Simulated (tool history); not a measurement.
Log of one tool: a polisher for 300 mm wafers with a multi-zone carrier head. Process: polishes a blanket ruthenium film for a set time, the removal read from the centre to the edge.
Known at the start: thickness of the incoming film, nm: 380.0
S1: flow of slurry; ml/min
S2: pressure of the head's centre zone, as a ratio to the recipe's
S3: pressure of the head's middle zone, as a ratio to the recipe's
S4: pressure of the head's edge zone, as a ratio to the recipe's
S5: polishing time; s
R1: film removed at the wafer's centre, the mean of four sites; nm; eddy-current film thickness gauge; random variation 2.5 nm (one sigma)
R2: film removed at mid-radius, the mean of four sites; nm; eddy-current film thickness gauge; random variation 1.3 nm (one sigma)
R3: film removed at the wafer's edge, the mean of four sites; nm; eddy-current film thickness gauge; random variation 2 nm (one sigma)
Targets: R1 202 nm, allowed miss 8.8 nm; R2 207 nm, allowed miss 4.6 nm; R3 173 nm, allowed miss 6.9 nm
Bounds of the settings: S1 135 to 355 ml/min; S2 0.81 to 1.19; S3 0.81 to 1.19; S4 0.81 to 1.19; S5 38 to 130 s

run,hour,S1,S2,S3,S4,S5,R1,R2,R3
1,0,225,1,1,1,84,132.64,132.17,134.5
2,6.4,225,1,1,1,67,106.15,106.36,109.44
3,15.3,225,1,1,1,86,134.81,134.28,137.23
4,23.9,235,1.01,1.02,1,88,140.93,141.24,145.77
5,31.9,225,1.02,1.04,0.98,91,147.45,148.07,145.22
6,40.1,225,0.99,1.04,0.98,91,140.97,146.5,147.6
7,46.4,230,1,1.06,0.96,93,147.97,152.74,149.35
8,55.1,230,1.01,1.08,0.94,95,149.64,159.09,149
9,57.9,235,1.03,1.09,0.94,96,159.59,162.35,151.62
# hour 62.8: edge zone pressure recalibrated
10,62.8,240,1.03,1.1,0.93,98,158.52,168.86,149.35
11,64.1,295,1.13,1.19,1.03,107,190.8,201.41,171.29

Which of these 5 next moves meets every target?
A,65.4,295,1.12,1.11,1.11,106,?,?,?
B,65.4,275,1.13,1.19,1.04,107,?,?,?
C,65.4,290,1.13,1.19,0.96,110,?,?,?
D,65.4,345,1.19,1.19,0.82,109,?,?,?
E,65.4,280,1.19,1.19,0.85,117,?,?,?

move,R1,R2,R3
A,189.58,186.1,181.66
B,191.59,197.97,176.29
C,198.22,204.73,175.13
D,210.75,206.25,163.58
E,221.18,216.9,175.63
A: further off than the last run
B: further off than the last run
C: meets every target
D: brings the result that was furthest off to its target, and leaves another outside
E: takes the result that was furthest off past its target
Move C is the one to make.

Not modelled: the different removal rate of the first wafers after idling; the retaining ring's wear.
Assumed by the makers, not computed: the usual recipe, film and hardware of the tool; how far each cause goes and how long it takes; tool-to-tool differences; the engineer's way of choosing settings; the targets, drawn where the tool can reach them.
